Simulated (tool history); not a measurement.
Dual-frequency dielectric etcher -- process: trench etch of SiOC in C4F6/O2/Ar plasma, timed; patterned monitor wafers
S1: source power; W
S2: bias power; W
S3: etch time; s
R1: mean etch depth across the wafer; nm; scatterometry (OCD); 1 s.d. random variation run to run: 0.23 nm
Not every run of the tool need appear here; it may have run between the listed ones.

Run 1, hour 0.0: S1 360 W, S2 246 W, S3 20 s. Result: R1 40.601 nm.
Run 2, hour 7.7: S1 360 W, S2 207 W, S3 20 s. Result: R1 38.361 nm.
Run 3, hour 10.2: S1 380 W, S2 221 W, S3 20 s. Result: R1 40.270 nm.
Run 4, hour 16.6: S1 380 W, S2 245 W, S3 20 s. Result: R1 41.605 nm.
Run 5, hour 21.5: S1 400 W, S2 250 W, S3 20 s. Result: R1 42.894 nm.
Run 6, hour 30.4: S1 410 W, S2 254 W, S3 20 s. Result: R1 43.436 nm.

Expected results for the next run?
Run 7, hour 33.0: S1 420 W, S2 258 W, S3 20 s. Result: R1 ?.

Run 7 came out at R1 44.170 nm.
